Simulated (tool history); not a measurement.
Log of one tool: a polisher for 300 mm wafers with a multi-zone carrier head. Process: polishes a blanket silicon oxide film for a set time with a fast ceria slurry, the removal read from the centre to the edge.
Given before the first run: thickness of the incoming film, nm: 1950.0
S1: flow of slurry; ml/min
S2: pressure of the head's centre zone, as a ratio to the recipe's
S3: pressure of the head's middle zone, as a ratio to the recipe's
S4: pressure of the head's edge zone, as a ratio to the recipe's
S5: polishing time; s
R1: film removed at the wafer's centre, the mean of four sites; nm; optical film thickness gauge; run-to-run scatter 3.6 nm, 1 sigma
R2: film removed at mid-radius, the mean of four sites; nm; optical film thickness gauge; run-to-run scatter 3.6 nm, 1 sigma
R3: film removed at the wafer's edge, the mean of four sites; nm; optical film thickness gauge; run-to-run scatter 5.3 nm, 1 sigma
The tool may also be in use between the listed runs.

{"run": 1, "hour": 0.0, "S1": 320, "S2": 1.0, "S3": 1.0, "S4": 1.0, "S5": 46, "R1": 778.02, "R2": 767.74, "R3": 766.03}
{"run": 2, "hour": 8.0, "S1": 320, "S2": 1.04, "S3": 1.0, "S4": 1.0, "S5": 46, "R1": 813.27, "R2": 772.2, "R3": 761.62}
{"run": 3, "hour": 10.5, "S1": 320, "S2": 1.04, "S3": 1.0, "S4": 0.95, "S5": 46, "R1": 812.82, "R2": 758.64, "R3": 747.39}
{"run": 4, "hour": 12.5, "S1": 315, "S2": 1.0, "S3": 0.98, "S4": 0.93, "S5": 42, "R1": 709.42, "R2": 696.53, "R3": 694.39}
{"run": 5, "hour": 19.6, "S1": 345, "S2": 1.0, "S3": 0.98, "S4": 0.93, "S5": 42, "R1": 718.17, "R2": 691.33, "R3": 694.21}
{"run": 6, "hour": 26.1, "S1": 350, "S2": 0.99, "S3": 0.97, "S4": 0.92, "S5": 38, "R1": 643.71, "R2": 626.47, "R3": 612.15}
{"run": 7, "hour": 30.4, "S1": 355, "S2": 0.97, "S3": 0.94, "S4": 0.92, "S5": 36, "R1": 598.82, "R2": 575.39, "R3": 596.36}
{"run": 8, "hour": 35.2, "S1": 360, "S2": 0.96, "S3": 0.93, "S4": 0.91, "S5": 34, "R1": 560.15, "R2": 540.44, "R3": 555.71}
{"run": 9, "hour": 43.6, "S1": 365, "S2": 0.95, "S3": 0.92, "S4": 0.9, "S5": 33, "R1": 541.41, "R2": 519.83, "R3": 541.46}

What will run 10 give?
{"run": 10, "hour": 45.6, "S1": 365, "S2": 0.94, "S3": 0.91, "S4": 0.89, "S5": 33, "R1": "?", "R2": "?", "R3": "?"}

Run 10 came out at R1 523.94 nm, R2 512.67 nm, R3 531.22 nm.

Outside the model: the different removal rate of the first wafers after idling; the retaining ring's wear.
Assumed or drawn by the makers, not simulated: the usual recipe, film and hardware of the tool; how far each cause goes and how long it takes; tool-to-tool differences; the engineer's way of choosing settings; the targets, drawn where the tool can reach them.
